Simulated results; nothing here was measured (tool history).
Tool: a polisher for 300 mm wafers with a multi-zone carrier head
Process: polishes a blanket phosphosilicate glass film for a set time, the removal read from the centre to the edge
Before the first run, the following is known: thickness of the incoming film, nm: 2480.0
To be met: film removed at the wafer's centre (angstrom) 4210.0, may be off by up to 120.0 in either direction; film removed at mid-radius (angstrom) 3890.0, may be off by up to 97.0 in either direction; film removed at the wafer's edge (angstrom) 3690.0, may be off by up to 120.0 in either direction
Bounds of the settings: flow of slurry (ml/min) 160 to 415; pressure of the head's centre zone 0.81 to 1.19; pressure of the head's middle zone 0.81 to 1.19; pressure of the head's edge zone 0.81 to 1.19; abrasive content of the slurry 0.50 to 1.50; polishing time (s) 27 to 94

run,day,flow of slurry (ml/min),pressure of the head's centre zone,pressure of the head's middle zone,pressure of the head's edge zone,abrasive content of the slurry,polishing time (s),film removed at the wafer's centre (angstrom),film removed at mid-radius (angstrom),film removed at the wafer's edge (angstrom)
1,0.000,265,1.00,1.00,1.00,1.00,60,7308.6,7220.3,7318.8
2,0.038,265,1.00,1.00,1.00,1.20,60,7784.0,7705.1,7685.2
3,0.058,270,1.02,1.00,0.95,1.00,52,6431.2,6252.4,6159.1
4,0.296,320,1.02,1.00,0.95,1.00,52,6676.7,6451.5,6333.6
5,0.400,320,1.02,1.00,0.95,1.00,65,8245.3,7945.9,7851.4
6,0.650,305,1.03,1.00,0.91,0.85,56,6755.4,6576.6,6249.1
7,0.671,290,1.04,0.98,0.88,0.75,50,5834.4,5533.3,5298.4
8,0.904,290,1.04,0.98,0.88,0.75,50,5876.9,5545.5,5370.4
9,1.112,290,1.05,0.98,0.86,0.70,46,5390.7,4949.9,4669.9
10,1.175,275,1.04,0.97,0.85,0.65,44,4949.5,4567.6,4439.3
11,1.233,265,1.04,0.97,0.84,0.60,43,4715.4,4354.6,4141.4
12,1.562,190,1.01,0.93,0.81,0.50,43,4056.0,3799.0,3757.8
13,1.708,200,1.02,0.94,0.81,0.50,42,4058.5,3753.7,3673.1

Which of these 5 next moves meets every target?
A,1.854,210,1.08,0.94,0.83,0.50,41,?,?,?
B,1.854,190,1.13,0.93,0.82,0.55,40,?,?,?
C,1.854,180,1.06,0.98,0.81,0.65,40,?,?,?
D,1.854,195,0.96,0.97,0.81,0.55,42,?,?,?
E,1.854,235,0.96,0.92,0.81,0.50,42,?,?,?

move,film removed at the wafer's centre (angstrom),film removed at mid-radius (angstrom),film removed at the wafer's edge (angstrom)
A,4239.0,3704.9,3602.6
B,4364.9,3619.0,3551.3
C,4253.6,3934.8,3684.2
D,3910.3,3958.3,3722.1
E,3928.8,3793.6,3703.4
A: further off than the last run
B: further off than the last run
C: each result inside its tolerance
D: puts the biggest miss on target and leaves a different result outside tolerance
E: puts the biggest miss on target and leaves a different result outside tolerance
C meets every target.
